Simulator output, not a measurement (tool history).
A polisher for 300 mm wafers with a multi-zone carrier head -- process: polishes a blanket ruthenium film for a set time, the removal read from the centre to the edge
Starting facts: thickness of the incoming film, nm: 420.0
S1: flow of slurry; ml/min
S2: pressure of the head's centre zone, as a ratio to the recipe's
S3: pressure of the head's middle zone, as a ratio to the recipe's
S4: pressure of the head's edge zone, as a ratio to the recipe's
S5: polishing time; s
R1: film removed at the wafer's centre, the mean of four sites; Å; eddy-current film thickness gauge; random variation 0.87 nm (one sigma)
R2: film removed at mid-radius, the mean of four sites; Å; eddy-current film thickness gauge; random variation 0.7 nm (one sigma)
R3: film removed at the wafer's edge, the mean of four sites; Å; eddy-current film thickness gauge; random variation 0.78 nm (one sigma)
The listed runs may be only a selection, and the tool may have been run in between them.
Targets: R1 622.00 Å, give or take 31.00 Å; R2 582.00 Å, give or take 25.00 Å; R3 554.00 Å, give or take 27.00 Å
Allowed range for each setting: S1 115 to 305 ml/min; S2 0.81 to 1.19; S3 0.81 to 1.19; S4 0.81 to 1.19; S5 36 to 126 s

run,hour,S1,S2,S3,S4,S5,R1,R2,R3
1,0.0,195,1.00,1.00,1.00,81,820.96,820.35,769.44
2,2.3,195,1.04,1.00,1.00,81,888.09,837.12,788.81
3,10.3,195,1.03,0.99,0.98,78,840.09,794.85,770.49
4,18.9,195,1.04,1.00,0.98,74,813.86,768.53,738.65
# hour 22.7: edge zone pressure recalibrated
5,22.7,195,1.04,1.00,0.91,74,797.37,754.14,732.07
6,23.9,195,1.05,1.01,0.91,70,736.33,711.53,693.65
7,28.4,195,1.07,1.02,0.92,67,737.90,694.66,649.69
8,36.1,190,1.07,1.02,0.92,65,717.68,674.03,629.65
9,42.5,185,1.07,1.02,0.92,64,682.26,660.26,624.53
10,43.5,180,1.08,1.02,0.92,63,671.47,653.69,616.10
11,46.3,180,1.09,1.02,0.92,62,695.00,635.20,620.54
12,55.2,180,1.09,1.02,0.92,61,692.29,637.85,594.36
13,62.3,175,1.09,1.02,0.92,60,650.83,613.14,585.12

Exercise: of the 4 proposed moves below, exactly one satisfies all targets within the stated allowed misses. Which move is it?
A,69.4,180,1.14,1.05,0.94,59,?,?,?
B,69.4,165,1.06,0.99,0.99,61,?,?,?
C,69.4,160,1.04,0.96,0.81,61,?,?,?
D,69.4,115,0.92,0.96,0.90,69,?,?,?

move,R1,R2,R3
A,686.38,618.55,594.85
B,647.45,604.55,622.50
C,630.68,588.67,568.47
D,574.60,614.10,634.57
A: its largest miss is bigger than the last run's
B: the furthest-off result lands on target, but another misses its tolerance
C: hits every target within its allowed miss
D: its largest miss is bigger than the last run's
Correct choice: C, which meets every target
